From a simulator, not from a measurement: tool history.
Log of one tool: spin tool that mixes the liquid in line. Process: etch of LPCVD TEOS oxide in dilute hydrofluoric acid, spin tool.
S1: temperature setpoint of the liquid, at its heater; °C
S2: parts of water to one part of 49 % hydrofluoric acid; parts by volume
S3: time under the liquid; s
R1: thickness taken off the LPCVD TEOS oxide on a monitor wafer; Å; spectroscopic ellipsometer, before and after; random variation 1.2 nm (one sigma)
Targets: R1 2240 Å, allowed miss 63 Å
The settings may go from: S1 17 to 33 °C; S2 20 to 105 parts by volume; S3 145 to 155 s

run	hour	S1	S2	S3	R1
1	0	25	55	145	826.73
2	1.9	25	55	155	880.56
3	3.9	27.5	55	155	963.87
4	6.5	27.5	45	155	1206.8
5	10.8	29	40	155	1463.9
6	12.9	31	40	155	1578.1
7	17.2	31.5	35	155	1861.3
8	18.9	32	35	155	1882.2
9	25	32.5	35	155	1943.4
10	30.7	33	30	155	2326.5

Which of these 5 next moves meets every target?
A	36.4	29	25	155	?
B	36.4	32	30	145	?
C	36.4	32.5	30	145	?
D	36.4	32	30	155	?
E	36.4	31.5	30	150	?

move	R1
A	2384
B	2078.6
C	2119.9
D	2221.9
E	2108.2
A: further off than the last run
B: takes the result that was furthest off past its target
C: takes the result that was furthest off past its target
D: meets every target
E: takes the result that was furthest off past its target
Answer: D

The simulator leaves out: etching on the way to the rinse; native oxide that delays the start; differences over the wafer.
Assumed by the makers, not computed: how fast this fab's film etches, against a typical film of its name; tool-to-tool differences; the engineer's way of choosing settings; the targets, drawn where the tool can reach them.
